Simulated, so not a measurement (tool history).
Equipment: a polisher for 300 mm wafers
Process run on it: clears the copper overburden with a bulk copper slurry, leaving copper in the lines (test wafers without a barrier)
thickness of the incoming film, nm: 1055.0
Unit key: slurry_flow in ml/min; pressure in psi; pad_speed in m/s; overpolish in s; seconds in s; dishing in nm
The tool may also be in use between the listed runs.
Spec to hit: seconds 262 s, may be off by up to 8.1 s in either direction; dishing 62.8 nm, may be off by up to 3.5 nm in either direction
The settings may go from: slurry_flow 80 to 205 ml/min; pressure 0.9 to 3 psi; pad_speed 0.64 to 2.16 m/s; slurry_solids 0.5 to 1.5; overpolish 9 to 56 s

run,day,slurry_flow,pressure,pad_speed,slurry_solids,overpolish,seconds,dishing
1,0,135,1.9,1.4,1,29,143.7,78.016
2,0.321,135,1.9,1.4,0.8,29,154.06,76.917
3,0.542,135,1.9,1.64,0.8,29,134.17,79.062
4,0.896,130,1.7,1.62,0.8,31,151.19,76.883
5,1.229,125,1.6,1.6,0.8,32,164.71,75.157
6,1.483,120,1.5,1.6,0.8,32,176.08,68.416
7,1.562,115,1.4,1.6,0.8,34,190.85,68.853
8,1.733,110,1.3,1.6,0.8,35,206.07,64.485
9,1.775,95,0.9,1.54,0.8,49,321.51,56.765
10,2.1,95,0.9,1.54,0.8,49,313.65,56.59
11,2.162,105,0.9,1.54,0.8,49,304.67,55.865
12,2.333,110,0.9,1.52,0.8,50,306.69,56.601

Consider the 5 candidate settings below. Which is the only one whose results all fall within their allowed miss of target?
A,2.504,80,1.2,1.04,0.65,56,?,?
B,2.504,135,0.9,1.7,0.6,31,?,?
C,2.504,80,1.5,1.3,0.6,56,?,?
D,2.504,130,1,1.54,0.85,56,?,?
E,2.504,95,1.5,1.22,0.75,56,?,?

move,seconds,dishing
A,385.13,61.493
B,286.68,50.77
C,261.45,73.457
D,259.4,63.207
E,244.38,74.455
A: moves away from the targets compared with the last run
B: moves toward the targets from the last run without getting all of them in spec
C: brings the last run's worst result on target, with another outside its allowed miss
D: all results in spec
E: pushes the last run's worst result past its target
The move that meets every target is D.
